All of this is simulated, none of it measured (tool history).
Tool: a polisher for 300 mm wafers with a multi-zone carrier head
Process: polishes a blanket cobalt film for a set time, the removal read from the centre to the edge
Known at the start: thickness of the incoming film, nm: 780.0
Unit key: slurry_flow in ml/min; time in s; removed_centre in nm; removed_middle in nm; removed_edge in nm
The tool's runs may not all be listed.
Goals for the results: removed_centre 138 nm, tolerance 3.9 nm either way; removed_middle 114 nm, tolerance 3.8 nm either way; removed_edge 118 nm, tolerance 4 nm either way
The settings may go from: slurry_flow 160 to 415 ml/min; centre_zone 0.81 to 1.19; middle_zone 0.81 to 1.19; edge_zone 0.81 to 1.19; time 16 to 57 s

{"run": 1, "hour": 0.0, "slurry_flow": 265, "centre_zone": 1, "middle_zone": 1, "edge_zone": 1, "time": 36, "removed_centre": 241.29, "removed_middle": 241.02, "removed_edge": 233.2}
{"run": 2, "hour": 6.6, "slurry_flow": 250, "centre_zone": 1.01, "middle_zone": 0.97, "edge_zone": 0.97, "time": 32, "removed_centre": 215.35, "removed_middle": 208.17, "removed_edge": 203.08}
{"run": 3, "hour": 8.1, "slurry_flow": 240, "centre_zone": 1.02, "middle_zone": 0.94, "edge_zone": 0.95, "time": 29, "removed_centre": 194.1, "removed_middle": 181.13, "removed_edge": 181.35}
{"run": 4, "hour": 13.6, "slurry_flow": 195, "centre_zone": 1.02, "middle_zone": 0.94, "edge_zone": 0.95, "time": 29, "removed_centre": 187.41, "removed_middle": 181.21, "removed_edge": 175.25}
{"run": 5, "hour": 17.3, "slurry_flow": 195, "centre_zone": 1.02, "middle_zone": 0.86, "edge_zone": 0.95, "time": 29, "removed_centre": 186.31, "removed_middle": 165.38, "removed_edge": 176.87}
{"run": 6, "hour": 22.6, "slurry_flow": 195, "centre_zone": 0.97, "middle_zone": 0.86, "edge_zone": 0.95, "time": 29, "removed_centre": 176.22, "removed_middle": 161.67, "removed_edge": 173.63}
{"run": 7, "hour": 29.0, "slurry_flow": 200, "centre_zone": 0.99, "middle_zone": 0.86, "edge_zone": 0.93, "time": 27, "removed_centre": 169.47, "removed_middle": 153.21, "removed_edge": 159.79}
{"run": 8, "hour": 30.9, "slurry_flow": 225, "centre_zone": 0.98, "middle_zone": 0.85, "edge_zone": 0.91, "time": 25, "removed_centre": 155.32, "removed_middle": 144.3, "removed_edge": 150.93}
{"run": 9, "hour": 35.1, "slurry_flow": 220, "centre_zone": 1, "middle_zone": 0.84, "edge_zone": 0.9, "time": 24, "removed_centre": 152.78, "removed_middle": 136.51, "removed_edge": 145.79}
{"run": 10, "hour": 43.8, "slurry_flow": 210, "centre_zone": 1.02, "middle_zone": 0.84, "edge_zone": 0.88, "time": 23, "removed_centre": 148.82, "removed_middle": 129.82, "removed_edge": 135.67}
{"run": 11, "hour": 49.4, "slurry_flow": 210, "centre_zone": 1.02, "middle_zone": 0.84, "edge_zone": 0.88, "time": 23, "removed_centre": 150.26, "removed_middle": 129.42, "removed_edge": 138.72}
{"run": 12, "hour": 58.2, "slurry_flow": 205, "centre_zone": 1.03, "middle_zone": 0.84, "edge_zone": 0.87, "time": 22, "removed_centre": 143.05, "removed_middle": 124.37, "removed_edge": 126.75}
{"run": 13, "hour": 58.7, "slurry_flow": 205, "centre_zone": 1.03, "middle_zone": 0.83, "edge_zone": 0.87, "time": 22, "removed_centre": 141.5, "removed_middle": 123.87, "removed_edge": 130.31}
{"run": 14, "hour": 64.8, "slurry_flow": 200, "centre_zone": 1.04, "middle_zone": 0.83, "edge_zone": 0.86, "time": 22, "removed_centre": 145.1, "removed_middle": 124.41, "removed_edge": 128.17}
{"run": 15, "hour": 73.0, "slurry_flow": 205, "centre_zone": 1.04, "middle_zone": 0.83, "edge_zone": 0.85, "time": 22, "removed_centre": 144.76, "removed_middle": 120.56, "removed_edge": 128.39}
{"run": 16, "hour": 78.7, "slurry_flow": 200, "centre_zone": 1.04, "middle_zone": 0.83, "edge_zone": 0.84, "time": 22, "removed_centre": 144.92, "removed_middle": 121.75, "removed_edge": 126.46}
{"run": 17, "hour": 83.5, "slurry_flow": 195, "centre_zone": 1.04, "middle_zone": 0.83, "edge_zone": 0.83, "time": 22, "removed_centre": 144.39, "removed_middle": 120.56, "removed_edge": 126.13}
{"run": 18, "hour": 86.5, "slurry_flow": 190, "centre_zone": 1.04, "middle_zone": 0.83, "edge_zone": 0.83, "time": 22, "removed_centre": 143.32, "removed_middle": 122.45, "removed_edge": 123.56}

Which one of the following 4 next-run settings gets every result inside its allowed miss? There is exactly one.
{"run": "A", "hour": 89.5, "slurry_flow": 175, "centre_zone": 1.06, "middle_zone": 0.82, "edge_zone": 0.82, "time": 21, "removed_centre": "?", "removed_middle": "?", "removed_edge": "?"}
{"run": "B", "hour": 89.5, "slurry_flow": 215, "centre_zone": 1.14, "middle_zone": 0.81, "edge_zone": 0.82, "time": 21, "removed_centre": "?", "removed_middle": "?", "removed_edge": "?"}
{"run": "C", "hour": 89.5, "slurry_flow": 215, "centre_zone": 1.04, "middle_zone": 0.86, "edge_zone": 0.81, "time": 23, "removed_centre": "?", "removed_middle": "?", "removed_edge": "?"}
{"run": "D", "hour": 89.5, "slurry_flow": 160, "centre_zone": 1.1, "middle_zone": 0.84, "edge_zone": 0.81, "time": 23, "removed_centre": "?", "removed_middle": "?", "removed_edge": "?"}

move=A removed_centre=137.75 removed_middle=112.07 removed_edge=117.2
move=B removed_centre=154.41 removed_middle=115.05 removed_edge=120.42
move=C removed_centre=154.23 removed_middle=132.33 removed_edge=131.1
move=D removed_centre=153.29 removed_middle=122.77 removed_edge=125.88
A: hits every target within its allowed miss
B: gets the furthest-off result to its target, but another result is out of tolerance
C: misses by more than the last run did
D: misses by more than the last run did
The right move is A.
